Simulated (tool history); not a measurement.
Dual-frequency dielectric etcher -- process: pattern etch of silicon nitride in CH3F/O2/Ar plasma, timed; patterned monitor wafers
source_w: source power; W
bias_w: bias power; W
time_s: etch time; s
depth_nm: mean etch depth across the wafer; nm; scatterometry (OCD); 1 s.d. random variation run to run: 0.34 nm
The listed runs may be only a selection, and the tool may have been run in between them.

run  hour  source_w  bias_w  time_s  depth_nm
  1   0.0       360      73    94.5    71.125
  2   3.9       360      73    99.0    74.815
  3  12.6       300      73    99.0    69.063
  4  16.0       350      75    99.0    74.867
  5  18.2       380      76    99.0    77.977
  6  24.0       400      77    99.0    80.062

Forecast run 7:
  7  25.0       420      78    99.0         ?

Run 7 came out at depth_nm 81.906 nm.

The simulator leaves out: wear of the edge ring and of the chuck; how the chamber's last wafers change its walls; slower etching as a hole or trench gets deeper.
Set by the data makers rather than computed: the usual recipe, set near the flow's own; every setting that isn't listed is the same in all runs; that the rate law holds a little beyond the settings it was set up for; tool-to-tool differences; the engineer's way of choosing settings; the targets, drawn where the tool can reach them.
